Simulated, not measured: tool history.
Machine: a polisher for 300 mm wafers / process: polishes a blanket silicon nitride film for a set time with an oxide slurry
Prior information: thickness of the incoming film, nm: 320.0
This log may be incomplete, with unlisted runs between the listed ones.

run	day	flow of slurry (ml/min)	pressure of the wafer on the pad (kPa)	speed of the pad under the wafer (cm/s)	abrasive content of the slurry	polishing time (s)	film removed (Å)
1	0	160	19.3	86	1	48	234.6
2	0.188	160	14.5	86	1	48	178.66
3	0.529	160	14.5	70	1	48	154.28
4	0.704	160	14.5	62	1	48	136.66
5	0.771	165	17.2	62	1	48	163.05
6	0.938	165	17.2	44	1	48	125.05
# day 1.196: head pressure recalibrated
7	1.196	200	22.8	54	1	48	184.97
8	1.267	200	24.1	56	1	48	202.18

Run 9, settings as shown, results not yet in. Your forecast:
9	1.4	220	29.6	58	1	48	?

Run 9 produced film removed (Å) 260.89.
